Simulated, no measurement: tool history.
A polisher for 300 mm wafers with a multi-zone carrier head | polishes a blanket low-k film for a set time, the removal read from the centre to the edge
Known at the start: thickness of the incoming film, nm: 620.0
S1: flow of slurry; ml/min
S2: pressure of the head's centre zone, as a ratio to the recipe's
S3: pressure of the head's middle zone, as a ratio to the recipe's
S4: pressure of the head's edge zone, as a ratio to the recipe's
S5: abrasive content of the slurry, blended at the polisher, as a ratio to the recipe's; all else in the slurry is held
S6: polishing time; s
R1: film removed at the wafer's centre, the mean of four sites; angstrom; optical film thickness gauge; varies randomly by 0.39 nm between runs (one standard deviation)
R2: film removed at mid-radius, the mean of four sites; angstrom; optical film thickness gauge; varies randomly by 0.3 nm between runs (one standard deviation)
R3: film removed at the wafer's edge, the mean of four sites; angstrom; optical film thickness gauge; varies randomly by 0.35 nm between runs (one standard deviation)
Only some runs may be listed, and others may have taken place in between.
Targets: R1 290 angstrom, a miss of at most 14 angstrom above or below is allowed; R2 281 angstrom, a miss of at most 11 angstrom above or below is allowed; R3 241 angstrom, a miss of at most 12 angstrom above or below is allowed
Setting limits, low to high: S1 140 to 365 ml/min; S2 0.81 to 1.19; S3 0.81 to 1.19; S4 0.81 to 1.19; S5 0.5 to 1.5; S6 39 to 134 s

run	hour	S1	S2	S3	S4	S5	S6	R1	R2	R3
1	0	235	1	1	1	1	86	366.31	358.63	362.06
2	2	205	1	1	1	1	86	355.67	346.57	362.87
3	10	205	1	1	1	0.9	86	342.6	332.26	337.74
4	11.6	205	0.94	1	1	0.9	86	314.68	335.4	340.68
5	14.8	215	0.96	1.01	0.98	0.85	85	321.84	320.94	322.78
6	16.3	220	0.95	1.03	0.96	0.8	85	306.13	323.47	312.32
7	24.9	220	0.95	1.03	0.96	0.8	85	303.48	319.61	320.89
8	32.7	245	0.98	1.06	0.93	0.75	82	296.36	311.5	299.7

5 next moves are on the table. One of them brings every result within its allowed miss. Which?
A	40.5	245	1.06	1.17	0.87	0.8	67	?	?	?
B	40.5	310	1.09	1.1	0.81	0.6	79	?	?	?
C	40.5	185	1.07	1.17	0.86	0.85	67	?	?	?
D	40.5	255	0.88	0.92	1.1	0.75	86	?	?	?
E	40.5	265	1.19	1.19	0.81	0.55	78	?	?	?

move	R1	R2	R3
A	271.44	283.49	241.77
B	290.56	279.4	242.02
C	269.69	280.37	240.42
D	280.57	290	337.8
E	292.92	275.74	224.24
A: the worst result of the last run now meets its target, but another is out of spec
B: all results land within tolerance of their targets
C: the worst result of the last run now meets its target, but another is out of spec
D: misses by more than the last run did
E: the result that was furthest off in the last run now lies on the other side of its target
B is the move that brings every result within its allowed miss.
